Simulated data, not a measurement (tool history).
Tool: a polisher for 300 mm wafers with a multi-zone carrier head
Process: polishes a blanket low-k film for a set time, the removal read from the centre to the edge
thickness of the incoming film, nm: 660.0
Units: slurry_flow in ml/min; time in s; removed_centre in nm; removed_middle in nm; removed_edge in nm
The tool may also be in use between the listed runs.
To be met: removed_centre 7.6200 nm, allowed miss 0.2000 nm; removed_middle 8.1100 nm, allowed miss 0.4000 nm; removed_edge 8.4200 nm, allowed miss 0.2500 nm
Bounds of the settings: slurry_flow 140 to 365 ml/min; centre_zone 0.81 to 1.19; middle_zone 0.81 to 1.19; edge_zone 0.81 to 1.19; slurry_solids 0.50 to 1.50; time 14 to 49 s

run,day,slurry_flow,centre_zone,middle_zone,edge_zone,slurry_solids,time,removed_centre,removed_middle,removed_edge
1,0.000,235,1.00,1.00,1.00,1.00,31,10.6560,11.0000,10.4090
2,0.225,220,0.95,0.95,0.96,0.90,31,9.3773,9.5618,9.7126
3,0.454,215,0.92,0.94,0.92,0.85,31,8.8468,9.2717,9.4660
4,0.767,160,0.92,0.94,0.92,0.85,31,8.2934,8.7331,8.8534
5,1.058,160,0.92,0.94,0.92,1.00,31,9.0324,9.6474,9.8100
6,1.275,160,0.92,0.94,0.92,1.00,38,10.9340,11.7690,11.7980
7,1.333,155,0.90,0.93,0.91,0.85,37,9.6799,10.3100,10.6160
8,1.404,150,0.89,0.93,0.90,0.75,37,8.9897,9.7070,9.8846
9,1.700,150,0.88,0.92,0.89,0.65,37,8.2184,8.9034,9.1957
10,1.862,150,0.88,0.91,0.87,0.60,37,7.7864,8.5254,8.5427
11,1.908,150,0.88,0.90,0.87,0.60,37,7.8242,8.4823,8.5643
12,2.088,150,0.88,0.89,0.87,0.60,37,7.8642,8.4466,8.6878

5 next moves are on the table. One of them brings every result within its allowed miss. Which?
A,2.267,205,0.85,0.85,0.84,0.55,37,?,?,?
B,2.267,150,0.87,0.84,0.90,0.55,39,?,?,?
C,2.267,160,0.94,0.89,0.83,0.80,31,?,?,?
D,2.267,150,0.88,0.81,0.96,0.70,34,?,?,?
E,2.267,150,0.92,0.84,1.02,0.70,32,?,?,?

move,removed_centre,removed_middle,removed_edge
A,7.6752,8.2030,8.4875
B,7.7356,8.0560,8.8313
C,8.2865,8.3506,8.3779
D,7.8037,7.7991,9.0811
E,7.6831,7.5595,8.7962
A: meets every target
B: brings the result that was furthest off to its target, and leaves another outside
C: further off than the last run
D: brings the result that was furthest off to its target, and leaves another outside
E: brings the result that was furthest off to its target, and leaves another outside
The right move is A.

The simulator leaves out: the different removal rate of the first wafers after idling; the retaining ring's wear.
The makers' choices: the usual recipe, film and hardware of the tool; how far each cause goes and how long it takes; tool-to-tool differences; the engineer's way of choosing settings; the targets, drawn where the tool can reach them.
